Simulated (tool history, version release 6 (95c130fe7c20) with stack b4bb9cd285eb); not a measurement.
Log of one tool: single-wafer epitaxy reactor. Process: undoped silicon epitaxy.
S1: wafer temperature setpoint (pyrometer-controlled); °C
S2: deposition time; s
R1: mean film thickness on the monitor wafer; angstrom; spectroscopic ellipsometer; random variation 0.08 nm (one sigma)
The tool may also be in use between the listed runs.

run	day	S1	S2	R1
1	0.000	625	229	205.43
2	0.371	623	229	196.99
3	0.592	621	229	187.13
4	0.950	621	218	177.56
5	1.183	631	218	227.09
6	1.283	631	197	205.32
7	1.621	629	197	196.95
8	1.967	627	197	187.51

Forecast run 9:
9	2.212	626	197	?

R1: 183.20 angstrom

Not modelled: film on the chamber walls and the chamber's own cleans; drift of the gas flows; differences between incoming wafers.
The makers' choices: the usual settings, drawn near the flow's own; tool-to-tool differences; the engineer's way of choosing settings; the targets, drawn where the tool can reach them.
